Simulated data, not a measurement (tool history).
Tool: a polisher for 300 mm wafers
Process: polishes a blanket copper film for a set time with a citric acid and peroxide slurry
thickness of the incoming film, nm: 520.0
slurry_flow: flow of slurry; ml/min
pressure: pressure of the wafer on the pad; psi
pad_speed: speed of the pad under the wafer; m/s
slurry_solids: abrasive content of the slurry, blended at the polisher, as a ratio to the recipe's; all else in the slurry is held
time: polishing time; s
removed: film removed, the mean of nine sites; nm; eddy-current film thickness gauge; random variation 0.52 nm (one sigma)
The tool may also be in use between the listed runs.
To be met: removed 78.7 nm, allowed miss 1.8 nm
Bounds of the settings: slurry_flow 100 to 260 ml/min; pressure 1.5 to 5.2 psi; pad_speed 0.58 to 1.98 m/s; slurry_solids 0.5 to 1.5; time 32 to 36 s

run	hour	slurry_flow	pressure	pad_speed	slurry_solids	time	removed
1	0	165	3.3	1.28	1	36	125.8
2	4.5	165	3.3	1.28	0.8	36	121.44
3	6.7	165	3.3	1.28	0.95	36	126.1
4	12.3	160	3.1	1.28	0.95	36	117.2
5	20.3	120	3.1	1.28	0.95	36	112.95
6	26.8	120	2.6	1.28	0.95	36	94.265
7	32.4	120	2.5	1.28	0.95	36	90.602
8	37.3	120	2.4	1.28	0.95	36	86.81
9	39.5	115	2.3	1.28	0.95	36	82.435

5 next moves are on the table. One of them brings every result within its allowed miss. Which?
A	41.7	135	3	1.12	0.85	32	?
B	41.7	130	2.1	1.66	0.75	32	?
C	41.7	125	2.2	1.54	0.75	36	?
D	41.7	100	2.9	1.14	0.9	34	?
E	41.7	100	3.2	1.02	0.9	34	?

move	removed
A	89.345
B	78.921
C	87.685
D	88.653
E	91.405
A: further off than the last run
B: meets every target
C: further off than the last run
D: further off than the last run
E: further off than the last run
Move B is the one to make.
